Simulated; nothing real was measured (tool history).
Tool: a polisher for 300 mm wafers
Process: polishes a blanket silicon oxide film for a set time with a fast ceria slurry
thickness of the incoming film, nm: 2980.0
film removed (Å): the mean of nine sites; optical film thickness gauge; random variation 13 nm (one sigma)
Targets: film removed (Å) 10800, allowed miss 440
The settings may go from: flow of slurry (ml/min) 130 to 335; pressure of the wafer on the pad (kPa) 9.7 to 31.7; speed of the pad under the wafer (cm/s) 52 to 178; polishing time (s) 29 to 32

| run | hour | flow of slurry (ml/min) | pressure of the wafer on the pad (kPa) | speed of the pad under the wafer (cm/s) | polishing time (s) | film removed (Å) |
|---|---|---|---|---|---|---|
| 1 | 0 | 215 | 20.7 | 114 | 32 | 6072.8 |
| 2 | 3.8 | 215 | 23.4 | 116 | 32 | 7018.9 |
| 3 | 9.8 | 215 | 27.6 | 116 | 32 | 8246.8 |
| 4 | 13.2 | 215 | 28.3 | 118 | 32 | 8510.7 |
| 5 | 15.9 | 215 | 28.3 | 98 | 32 | 7355.8 |
| 6 | 17.7 | 215 | 28.3 | 70 | 32 | 5584.1 |
| 7 | 23 | 220 | 29 | 82 | 32 | 6527 |
| 8 | 30 | 225 | 29.6 | 92 | 32 | 7313.7 |
| 9 | 32.5 | 225 | 30.3 | 100 | 32 | 7926.6 |
| 10 | 34.4 | 225 | 30.3 | 108 | 32 | 8546.5 |
| 11 | 40.1 | 225 | 30.3 | 112 | 32 | 8928.6 |
| 12 | 45.7 | 225 | 30.3 | 116 | 32 | 9046.6 |

Which of these 5 next moves meets every target?
| A | 51.3 | 255 | 31.7 | 122 | 32 | ? |
| B | 51.3 | 130 | 31.7 | 132 | 32 | ? |
| C | 51.3 | 270 | 29.6 | 144 | 31 | ? |
| D | 51.3 | 235 | 31.7 | 114 | 32 | ? |
| E | 51.3 | 270 | 27.6 | 124 | 29 | ? |

| move | film removed (Å) |
|---|---|
| A | 10132 |
| B | 9842.8 |
| C | 10711 |
| D | 9460.7 |
| E | 8171.3 |
A: nearer than the last run, and not there yet
B: nearer than the last run, and not there yet
C: meets every target
D: nearer than the last run, and not there yet
E: further off than the last run
Answer: C
